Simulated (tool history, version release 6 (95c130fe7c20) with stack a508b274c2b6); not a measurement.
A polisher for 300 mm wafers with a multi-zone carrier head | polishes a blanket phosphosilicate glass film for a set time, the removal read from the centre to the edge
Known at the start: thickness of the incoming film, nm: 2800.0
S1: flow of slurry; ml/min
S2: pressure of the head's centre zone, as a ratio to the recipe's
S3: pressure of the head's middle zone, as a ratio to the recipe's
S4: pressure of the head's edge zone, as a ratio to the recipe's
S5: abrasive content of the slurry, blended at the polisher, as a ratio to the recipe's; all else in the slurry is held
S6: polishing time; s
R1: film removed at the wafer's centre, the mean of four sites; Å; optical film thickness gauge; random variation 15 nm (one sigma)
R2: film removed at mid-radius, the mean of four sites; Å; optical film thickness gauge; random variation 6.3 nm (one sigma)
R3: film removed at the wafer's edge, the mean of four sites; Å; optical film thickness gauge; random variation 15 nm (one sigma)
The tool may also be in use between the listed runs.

Run 1, hour 0: S1 270 ml/min, S2 1, S3 1, S4 1, S5 1, S6 78 s. Result: R1 8899.4 Å, R2 8812.3 Å, R3 9066.1 Å.
Run 2, hour 5.5: S1 270 ml/min, S2 0.99, S3 0.98, S4 1.06, S5 1.1, S6 78 s. Result: R1 9265.9 Å, R2 9167.5 Å, R3 9685.5 Å.
Run 3, hour 14: S1 270 ml/min, S2 0.97, S3 0.94, S4 1.1, S5 1.15, S6 79 s. Result: R1 9379.1 Å, R2 9004.1 Å, R3 9893.3 Å.
Run 4, hour 20.2: S1 260 ml/min, S2 0.94, S3 0.91, S4 1.13, S5 1.25, S6 80 s. Result: R1 9638.4 Å, R2 9271.6 Å, R3 10666 Å.
Run 5, hour 22: S1 260 ml/min, S2 0.87, S3 0.91, S4 1.13, S5 1.25, S6 80 s. Result: R1 9404.7 Å, R2 9357.5 Å, R3 10851 Å.
Run 6, hour 24.2: S1 260 ml/min, S2 0.87, S3 0.91, S4 1.13, S5 1.15, S6 80 s. Result: R1 9003.8 Å, R2 8885.1 Å, R3 10345 Å.

The next listed run, before its measurement:
Run 7, hour 30.2: S1 265 ml/min, S2 0.88, S3 0.9, S4 1.15, S5 1.2, S6 80 s. Result: R1 ?, R2 ?, R3 ?.

R1: 9295.6 Å
R2: 9052.2 Å
R3: 10919 Å

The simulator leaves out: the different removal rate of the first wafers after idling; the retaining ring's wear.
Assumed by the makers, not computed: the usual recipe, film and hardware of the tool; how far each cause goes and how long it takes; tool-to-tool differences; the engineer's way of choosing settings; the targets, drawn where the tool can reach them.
